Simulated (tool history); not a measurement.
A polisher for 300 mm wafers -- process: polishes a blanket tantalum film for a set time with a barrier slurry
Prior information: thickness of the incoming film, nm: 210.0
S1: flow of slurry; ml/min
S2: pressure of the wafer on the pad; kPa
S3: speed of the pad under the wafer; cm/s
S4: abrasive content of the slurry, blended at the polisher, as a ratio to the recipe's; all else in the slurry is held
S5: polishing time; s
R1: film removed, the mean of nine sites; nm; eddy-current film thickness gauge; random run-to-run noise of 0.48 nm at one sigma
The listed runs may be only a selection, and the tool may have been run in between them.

| run | hour | S1 | S2 | S3 | S4 | S5 | R1 |
|---|---|---|---|---|---|---|---|
| 1 | 0.0 | 280 | 13.1 | 106 | 1.0 | 28 | 51.081 |
| 2 | 4.9 | 240 | 13.1 | 106 | 1.0 | 28 | 49.602 |
| 3 | 13.4 | 240 | 13.1 | 92 | 1.0 | 28 | 43.693 |
| 4 | 18.9 | 265 | 13.1 | 92 | 1.0 | 28 | 43.822 |
| 5 | 20.0 | 275 | 14.5 | 92 | 1.0 | 28 | 47.911 |
| 6 | 24.1 | 225 | 14.5 | 92 | 1.0 | 28 | 47.998 |

Run 7, settings as shown, results not yet in. Your forecast:
| 7 | 27.3 | 225 | 15.9 | 92 | 1.0 | 28 | ? |

Run 7 gave R1 52.251 nm.
